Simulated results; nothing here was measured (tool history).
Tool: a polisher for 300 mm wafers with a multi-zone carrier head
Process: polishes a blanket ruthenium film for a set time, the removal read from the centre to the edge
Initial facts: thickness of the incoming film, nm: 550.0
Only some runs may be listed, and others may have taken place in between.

| run | day | flow of slurry (ml/min) | pressure of the head's centre zone | pressure of the head's middle zone | pressure of the head's edge zone | polishing time (s) | film removed at the wafer's centre (angstrom) | film removed at mid-radius (angstrom) | film removed at the wafer's edge (angstrom) |
|---|---|---|---|---|---|---|---|---|---|
| 1 | 0 | 185 | 1 | 1 | 1 | 56 | 676.75 | 667.18 | 662.38 |
| 2 | 0.033 | 185 | 1 | 1 | 1 | 70 | 865.26 | 831.65 | 830.64 |
| 3 | 0.208 | 185 | 1 | 1 | 0.96 | 60 | 731.98 | 716.84 | 703.77 |
| 4 | 0.508 | 185 | 1.01 | 1.01 | 0.94 | 51 | 624.98 | 610.47 | 585.84 |
| 5 | 0.65 | 180 | 1 | 1.02 | 0.92 | 46 | 560.24 | 553.13 | 525.56 |
| 6 | 0.95 | 155 | 1 | 1.02 | 0.92 | 46 | 538.78 | 547.09 | 515.14 |
| 7 | 0.996 | 150 | 1 | 1.02 | 0.9 | 43 | 502.03 | 507.02 | 464.77 |
| 8 | 1.075 | 150 | 1 | 1.02 | 0.9 | 43 | 499.5 | 505.23 | 482 |

Run 9 is up next; what results do you expect?
| 9 | 1.358 | 150 | 1 | 1.03 | 0.88 | 41 | ? | ? | ? |

{"run 9": {"film removed at the wafer's centre (angstrom)": 480.56, "film removed at mid-radius (angstrom)": 485.93, "film removed at the wafer's edge (angstrom)": 442.36}}
